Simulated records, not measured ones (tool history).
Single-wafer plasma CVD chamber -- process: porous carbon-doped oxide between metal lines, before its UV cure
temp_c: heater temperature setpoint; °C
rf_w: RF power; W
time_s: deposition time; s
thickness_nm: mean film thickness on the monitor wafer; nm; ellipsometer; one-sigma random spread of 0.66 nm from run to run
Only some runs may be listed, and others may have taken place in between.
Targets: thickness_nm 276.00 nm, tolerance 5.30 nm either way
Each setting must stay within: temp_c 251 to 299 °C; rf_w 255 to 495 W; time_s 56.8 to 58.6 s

run	hour	temp_c	rf_w	time_s	thickness_nm
1	0.0	275	375	56.8	310.59
2	8.5	277	375	56.8	307.22
3	15.7	279	375	56.8	304.60
4	16.5	279	375	56.8	304.30
5	23.4	279	375	58.6	313.58
6	32.4	282	375	58.6	307.04
7	39.9	284	375	58.6	303.55
8	48.3	286	375	58.6	299.83

Exercise: of the 5 proposed moves below, exactly one satisfies all targets within the stated allowed misses. Which move is it?
A	56.7	294	335	58.6	?
B	56.7	299	355	56.8	?
C	56.7	291	345	56.8	?
D	56.7	294	350	56.8	?
E	56.7	297	380	56.8	?

move	thickness_nm
A	264.33
B	261.31
C	266.46
D	265.22
E	278.37
A: pushes the last run's worst result past its target
B: pushes the last run's worst result past its target
C: pushes the last run's worst result past its target
D: pushes the last run's worst result past its target
E: every result within its allowed miss
So the answer is move E, the one that meets all the targets.

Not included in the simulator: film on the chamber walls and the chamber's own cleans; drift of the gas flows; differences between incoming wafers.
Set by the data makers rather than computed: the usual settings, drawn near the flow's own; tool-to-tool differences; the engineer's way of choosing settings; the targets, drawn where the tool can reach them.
